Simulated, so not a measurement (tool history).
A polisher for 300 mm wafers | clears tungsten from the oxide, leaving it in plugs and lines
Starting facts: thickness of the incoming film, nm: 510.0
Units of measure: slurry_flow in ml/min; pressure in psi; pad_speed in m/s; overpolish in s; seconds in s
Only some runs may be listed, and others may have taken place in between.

run 1 hour=0 | slurry_flow=310 pressure=4.8 pad_speed=1.12 slurry_solids=1 overpolish=13 | seconds=65.525
run 2 hour=5.8 | slurry_flow=310 pressure=4.8 pad_speed=1.12 slurry_solids=1 overpolish=13 | seconds=64.979
run 3 hour=10.3 | slurry_flow=310 pressure=4.5 pad_speed=1.12 slurry_solids=1 overpolish=13 | seconds=69.478
run 4 hour=18.1 | slurry_flow=310 pressure=4.3 pad_speed=1.12 slurry_solids=1 overpolish=13 | seconds=72.586
run 5 hour=25 | slurry_flow=310 pressure=4.3 pad_speed=1.12 slurry_solids=1 overpolish=10 | seconds=71.079
run 6 hour=32 | slurry_flow=390 pressure=4.3 pad_speed=1.12 slurry_solids=1 overpolish=10 | seconds=69.616
run 7 hour=35.2 | slurry_flow=390 pressure=3 pad_speed=1.08 slurry_solids=1 overpolish=10 | seconds=97.999

Run 8, settings as shown, results not yet in. Your forecast:
run 8 hour=37.1 | slurry_flow=390 pressure=3.1 pad_speed=1.08 slurry_solids=1 overpolish=10 | seconds=?

Run 8 yielded seconds 93.905 s.
